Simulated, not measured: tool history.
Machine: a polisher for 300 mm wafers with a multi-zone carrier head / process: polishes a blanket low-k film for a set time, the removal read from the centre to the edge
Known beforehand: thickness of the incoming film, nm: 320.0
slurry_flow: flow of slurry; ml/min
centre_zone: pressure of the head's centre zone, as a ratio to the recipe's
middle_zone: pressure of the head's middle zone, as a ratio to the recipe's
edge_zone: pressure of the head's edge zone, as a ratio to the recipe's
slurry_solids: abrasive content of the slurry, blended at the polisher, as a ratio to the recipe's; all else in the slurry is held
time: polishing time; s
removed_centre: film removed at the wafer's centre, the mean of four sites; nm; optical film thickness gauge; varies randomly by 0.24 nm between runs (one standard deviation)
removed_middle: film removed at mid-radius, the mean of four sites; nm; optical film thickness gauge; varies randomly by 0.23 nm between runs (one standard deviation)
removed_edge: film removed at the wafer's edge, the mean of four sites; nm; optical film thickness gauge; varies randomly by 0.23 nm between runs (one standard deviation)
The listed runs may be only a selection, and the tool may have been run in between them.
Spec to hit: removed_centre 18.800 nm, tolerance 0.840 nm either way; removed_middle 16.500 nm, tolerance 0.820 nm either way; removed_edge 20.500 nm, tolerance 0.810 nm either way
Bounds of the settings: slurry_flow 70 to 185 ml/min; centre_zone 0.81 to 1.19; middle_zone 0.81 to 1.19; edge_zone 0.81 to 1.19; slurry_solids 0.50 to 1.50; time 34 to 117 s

{"run": 1, "hour": 0.0, "slurry_flow": 120, "centre_zone": 1.0, "middle_zone": 1.0, "edge_zone": 1.0, "slurry_solids": 1.0, "time": 75, "removed_centre": 24.171, "removed_middle": 24.726, "removed_edge": 23.967}
{"run": 2, "hour": 7.0, "slurry_flow": 120, "centre_zone": 1.0, "middle_zone": 0.94, "edge_zone": 1.0, "slurry_solids": 1.0, "time": 75, "removed_centre": 23.935, "removed_middle": 22.867, "removed_edge": 24.226}
{"run": 3, "hour": 14.6, "slurry_flow": 130, "centre_zone": 1.0, "middle_zone": 0.94, "edge_zone": 1.0, "slurry_solids": 1.0, "time": 75, "removed_centre": 24.29, "removed_middle": 23.039, "removed_edge": 23.879}
{"run": 4, "hour": 18.7, "slurry_flow": 130, "centre_zone": 1.0, "middle_zone": 0.89, "edge_zone": 1.0, "slurry_solids": 1.0, "time": 75, "removed_centre": 24.717, "removed_middle": 21.951, "removed_edge": 24.138}
{"run": 5, "hour": 20.4, "slurry_flow": 130, "centre_zone": 1.0, "middle_zone": 0.84, "edge_zone": 1.0, "slurry_solids": 1.0, "time": 75, "removed_centre": 23.572, "removed_middle": 21.518, "removed_edge": 24.733}
{"run": 6, "hour": 26.1, "slurry_flow": 130, "centre_zone": 1.06, "middle_zone": 0.84, "edge_zone": 1.0, "slurry_solids": 1.0, "time": 75, "removed_centre": 25.836, "removed_middle": 21.373, "removed_edge": 24.166}
{"run": 7, "hour": 27.3, "slurry_flow": 120, "centre_zone": 1.05, "middle_zone": 0.83, "edge_zone": 1.02, "slurry_solids": 0.9, "time": 74, "removed_centre": 23.733, "removed_middle": 19.611, "removed_edge": 23.49}
{"run": 8, "hour": 29.8, "slurry_flow": 115, "centre_zone": 1.03, "middle_zone": 0.82, "edge_zone": 1.0, "slurry_solids": 0.8, "time": 74, "removed_centre": 21.512, "removed_middle": 17.971, "removed_edge": 21.376}
{"hour": 37.4, "done": "worn pad replaced by a new one"}
{"run": 9, "hour": 37.4, "slurry_flow": 105, "centre_zone": 1.02, "middle_zone": 0.82, "edge_zone": 1.0, "slurry_solids": 0.8, "time": 74, "removed_centre": 22.654, "removed_middle": 19.533, "removed_edge": 23.411}
{"run": 10, "hour": 40.7, "slurry_flow": 115, "centre_zone": 1.0, "middle_zone": 0.82, "edge_zone": 1.02, "slurry_solids": 0.75, "time": 74, "removed_centre": 22.356, "removed_middle": 19.554, "removed_edge": 23.407}
{"run": 11, "hour": 49.2, "slurry_flow": 105, "centre_zone": 1.0, "middle_zone": 0.82, "edge_zone": 1.01, "slurry_solids": 0.7, "time": 73, "removed_centre": 20.983, "removed_middle": 17.961, "removed_edge": 21.408}

Next run, 4 choices. One meets every target within its allowed miss, the rest don't. Which?
{"run": "A", "hour": 57.7, "slurry_flow": 120, "centre_zone": 0.95, "middle_zone": 0.98, "edge_zone": 0.97, "slurry_solids": 0.55, "time": 76, "removed_centre": "?", "removed_middle": "?", "removed_edge": "?"}
{"run": "B", "hour": 57.7, "slurry_flow": 100, "centre_zone": 0.84, "middle_zone": 1.02, "edge_zone": 0.96, "slurry_solids": 0.6, "time": 78, "removed_centre": "?", "removed_middle": "?", "removed_edge": "?"}
{"run": "C", "hour": 57.7, "slurry_flow": 130, "centre_zone": 0.96, "middle_zone": 0.89, "edge_zone": 1.01, "slurry_solids": 0.9, "time": 61, "removed_centre": "?", "removed_middle": "?", "removed_edge": "?"}
{"run": "D", "hour": 57.7, "slurry_flow": 80, "centre_zone": 1.01, "middle_zone": 0.83, "edge_zone": 1.07, "slurry_solids": 0.7, "time": 71, "removed_centre": "?", "removed_middle": "?", "removed_edge": "?"}

move=A removed_centre=18.807 removed_middle=19.753 removed_edge=19.729
move=B removed_centre=17.023 removed_middle=21.073 removed_edge=20.484
move=C removed_centre=19.761 removed_middle=18.916 removed_edge=20.803
move=D removed_centre=18.829 removed_middle=16.461 removed_edge=20.489
A: the furthest-off result lands on target, but another misses its tolerance
B: the result that was furthest off in the last run now lies on the other side of its target
C: lands further from the targets than the last run did
D: each result inside its tolerance
Move D is the one to make.

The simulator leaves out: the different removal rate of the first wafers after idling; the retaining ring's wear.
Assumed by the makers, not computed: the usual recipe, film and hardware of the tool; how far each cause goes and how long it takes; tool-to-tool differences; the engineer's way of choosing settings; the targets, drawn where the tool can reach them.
